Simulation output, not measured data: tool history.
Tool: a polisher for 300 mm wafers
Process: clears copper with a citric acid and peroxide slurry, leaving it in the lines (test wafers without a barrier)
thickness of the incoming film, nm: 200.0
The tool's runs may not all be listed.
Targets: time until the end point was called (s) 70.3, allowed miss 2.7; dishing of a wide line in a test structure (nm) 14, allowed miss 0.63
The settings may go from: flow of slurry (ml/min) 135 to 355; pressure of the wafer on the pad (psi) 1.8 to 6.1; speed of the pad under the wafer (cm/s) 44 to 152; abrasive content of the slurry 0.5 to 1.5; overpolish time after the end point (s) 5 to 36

run,hour,flow of slurry (ml/min),pressure of the wafer on the pad (psi),speed of the pad under the wafer (cm/s),abrasive content of the slurry,overpolish time after the end point (s),time until the end point was called (s),dishing of a wide line in a test structure (nm)
1,0,225,3.9,98,1,18,57.291,13.843
2,3.5,225,3.9,98,0.8,18,59.783,13.388
3,8.5,225,3.7,98,0.85,20,63.106,13.642
4,16.2,225,2.7,98,0.85,20,85.581,12.634
5,19.1,255,2.7,98,0.85,20,84.997,13.091
6,20,260,2.9,98,0.85,21,76.896,13.25
7,27.8,270,2.9,98,0.85,22,75.833,13.138
8,33.6,270,2.9,98,0.9,24,76.003,13.514
9,41.4,275,2.9,98,0.9,25,74.321,13.83
10,42.9,280,2.9,98,0.9,25,73.765,13.916
11,45.1,285,2.9,98,0.9,25,76.558,13.591

Which of these 4 next moves meets every target?
A,47.3,250,2.7,104,0.9,25,?,?
B,47.3,275,2.5,104,1.1,26,?,?
C,47.3,305,2.6,94,0.8,21,?,?
D,47.3,280,3,88,1.5,32,?,?

move,time until the end point was called (s),dishing of a wide line in a test structure (nm)
A,76.706,13.366
B,77.233,13.411
C,87.603,12.712
D,70.212,13.767
A: as far off as the last run
B: further off than the last run
C: further off than the last run
D: meets every target
The right move is D.

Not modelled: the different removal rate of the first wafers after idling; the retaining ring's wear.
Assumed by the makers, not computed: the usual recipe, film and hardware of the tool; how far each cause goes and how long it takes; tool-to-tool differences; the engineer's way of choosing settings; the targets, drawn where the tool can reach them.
